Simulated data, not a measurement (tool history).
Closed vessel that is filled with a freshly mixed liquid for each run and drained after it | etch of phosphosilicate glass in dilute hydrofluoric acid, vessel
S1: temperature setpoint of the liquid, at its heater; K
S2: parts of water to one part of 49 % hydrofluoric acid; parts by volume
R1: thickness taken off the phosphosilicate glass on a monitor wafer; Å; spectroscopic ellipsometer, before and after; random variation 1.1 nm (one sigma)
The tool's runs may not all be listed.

{"run": 1, "hour": 0.0, "S1": 298.15, "S2": 265, "time in the liquid (s)": 185, "R1": 562.99}
{"run": 2, "hour": 7.0, "S1": 298.15, "S2": 265, "time in the liquid (s)": 185, "R1": 552.11}
{"run": 3, "hour": 11.5, "S1": 300.15, "S2": 265, "time in the liquid (s)": 185, "R1": 592.62}
{"run": 4, "hour": 14.1, "S1": 300.15, "S2": 265, "time in the liquid (s)": 185, "R1": 596.19}
{"run": 5, "hour": 18.4, "S1": 300.15, "S2": 265, "time in the liquid (s)": 185, "R1": 594.63}
{"run": 6, "hour": 20.7, "S1": 301.65, "S2": 235, "time in the liquid (s)": 185, "R1": 736.95}
{"run": 7, "hour": 26.0, "S1": 305.65, "S2": 175, "time in the liquid (s)": 185, "R1": 1223.6}
{"run": 8, "hour": 32.7, "S1": 305.15, "S2": 175, "time in the liquid (s)": 185, "R1": 1189}
{"run": 9, "hour": 36.1, "S1": 304.65, "S2": 175, "time in the liquid (s)": 185, "R1": 1161.9}

Run 10 comes next. What will it give?
{"hour": 39.4, "done": "thermometer replaced"}
{"run": 10, "hour": 39.4, "S1": 304.15, "S2": 175, "time in the liquid (s)": 185, "R1": "?"}

{"run 10": {"R1": 1199}}
